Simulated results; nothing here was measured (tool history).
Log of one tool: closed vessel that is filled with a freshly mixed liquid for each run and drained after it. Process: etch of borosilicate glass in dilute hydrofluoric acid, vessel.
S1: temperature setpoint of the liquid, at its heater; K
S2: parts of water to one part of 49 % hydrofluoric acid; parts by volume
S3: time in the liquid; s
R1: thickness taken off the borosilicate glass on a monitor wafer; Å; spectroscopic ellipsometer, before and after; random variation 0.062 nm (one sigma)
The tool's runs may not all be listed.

run	day	S1	S2	S3	R1
1	0.000	296.15	205	255	224.01
2	0.362	296.15	170	255	284.30
3	0.638	294.65	195	255	224.93
4	0.712	293.65	210	255	199.11
5	1.017	293.65	210	270	210.85
6	1.388	293.65	260	270	162.64
7	1.454	292.65	265	270	153.64
8	1.646	292.15	270	270	145.67

Forecast run 9:
9	1.975	291.65	275	270	?

R1: 140.71 Å
